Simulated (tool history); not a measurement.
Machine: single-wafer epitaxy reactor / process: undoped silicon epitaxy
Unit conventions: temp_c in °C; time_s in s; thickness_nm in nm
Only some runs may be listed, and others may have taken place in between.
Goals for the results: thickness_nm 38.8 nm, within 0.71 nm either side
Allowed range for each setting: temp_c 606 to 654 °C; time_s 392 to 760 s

run 1 hour=0 | temp_c=630 time_s=576 | thickness_nm=65.584
run 2 hour=5.2 | temp_c=625 time_s=575 | thickness_nm=58.455
run 3 hour=10.9 | temp_c=633 time_s=575 | thickness_nm=70.299
run 4 hour=15.1 | temp_c=633 time_s=647 | thickness_nm=79.174
run 5 hour=19.7 | temp_c=639 time_s=647 | thickness_nm=91.392
run 6 hour=25.3 | temp_c=644 time_s=647 | thickness_nm=101.72
run 7 hour=26 | temp_c=632 time_s=555 | thickness_nm=66.307
run 8 hour=31.9 | temp_c=626 time_s=554 | thickness_nm=57.323
run 9 hour=33.4 | temp_c=622 time_s=553 | thickness_nm=51.821
run 10 hour=37.5 | temp_c=619 time_s=553 | thickness_nm=48.927
run 11 hour=38.1 | temp_c=617 time_s=553 | thickness_nm=46.705
run 12 hour=39.4 | temp_c=615 time_s=553 | thickness_nm=43.993
run 13 hour=41.2 | temp_c=614 time_s=553 | thickness_nm=43.011
run 14 hour=42.6 | temp_c=609 time_s=552 | thickness_nm=37.705

Which of these 5 next moves meets every target?
run A hour=44 | temp_c=608 time_s=578 | thickness_nm=?
run B hour=44 | temp_c=609 time_s=525 | thickness_nm=?
run C hour=44 | temp_c=611 time_s=508 | thickness_nm=?
run D hour=44 | temp_c=606 time_s=564 | thickness_nm=?
run E hour=44 | temp_c=606 time_s=571 | thickness_nm=?

move=A thickness_nm=38.757
move=B thickness_nm=36.08
move=C thickness_nm=36.666
move=D thickness_nm=35.995
move=E thickness_nm=36.442
A: in spec on every target
B: misses by more than the last run did
C: misses by more than the last run did
D: misses by more than the last run did
E: misses by more than the last run did
Correct choice: A, which meets every target
